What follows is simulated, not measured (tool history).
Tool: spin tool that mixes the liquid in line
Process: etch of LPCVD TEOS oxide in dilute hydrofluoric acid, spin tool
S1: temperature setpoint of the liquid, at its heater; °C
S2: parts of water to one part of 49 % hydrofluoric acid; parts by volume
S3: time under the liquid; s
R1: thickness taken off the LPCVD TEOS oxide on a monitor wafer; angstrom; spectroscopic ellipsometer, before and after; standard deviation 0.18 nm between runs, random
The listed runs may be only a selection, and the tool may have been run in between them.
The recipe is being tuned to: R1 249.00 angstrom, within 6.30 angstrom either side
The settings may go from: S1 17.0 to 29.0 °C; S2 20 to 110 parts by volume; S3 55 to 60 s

| run | hour | S1 | S2 | S3 | R1 |
|---|---|---|---|---|---|
| 1 | 0.0 | 21.0 | 60 | 55 | 271.20 |
| 2 | 6.6 | 21.0 | 60 | 60 | 295.04 |
| 3 | 14.9 | 21.0 | 60 | 55 | 267.25 |
| 4 | 19.1 | 20.5 | 60 | 55 | 266.59 |
| 5 | 24.4 | 20.0 | 60 | 55 | 259.02 |
| 6 | 32.2 | 20.0 | 60 | 55 | 262.84 |
|  | 35.7 | thermometer replaced |
| 7 | 35.7 | 19.5 | 60 | 55 | 278.85 |
| 8 | 40.2 | 20.0 | 60 | 55 | 288.26 |
| 9 | 42.0 | 20.5 | 60 | 55 | 289.31 |
| 10 | 45.2 | 20.0 | 60 | 55 | 289.50 |
| 11 | 45.8 | 20.5 | 60 | 55 | 290.48 |
| 12 | 50.6 | 20.0 | 60 | 55 | 280.98 |
| 13 | 58.6 | 21.0 | 60 | 55 | 300.15 |
| 14 | 64.7 | 20.5 | 60 | 55 | 291.25 |
| 15 | 68.5 | 20.0 | 60 | 55 | 287.63 |
| 16 | 74.9 | 21.0 | 60 | 55 | 296.98 |
| 17 | 83.2 | 20.5 | 60 | 55 | 290.71 |
| 18 | 90.7 | 20.0 | 60 | 55 | 286.02 |
| 19 | 97.4 | 20.0 | 65 | 55 | 263.80 |

Which single option among these 5 for the next run brings every result within its allowed miss of target? Just one does.
| A | 104.1 | 19.5 | 75 | 60 | ? |
| B | 104.1 | 18.5 | 65 | 55 | ? |
| C | 104.1 | 19.0 | 70 | 55 | ? |
| D | 104.1 | 24.5 | 80 | 60 | ? |
| E | 104.1 | 24.0 | 85 | 55 | ? |

| move | R1 |
|---|---|
| A | 239.50 |
| B | 245.63 |
| C | 231.65 |
| D | 273.93 |
| E | 230.18 |
A: carries the result that was furthest off beyond its target, to the other side
B: hits every target within its allowed miss
C: carries the result that was furthest off beyond its target, to the other side
D: misses by more than the last run did
E: carries the result that was furthest off beyond its target, to the other side
B is the move that brings every result within its allowed miss.
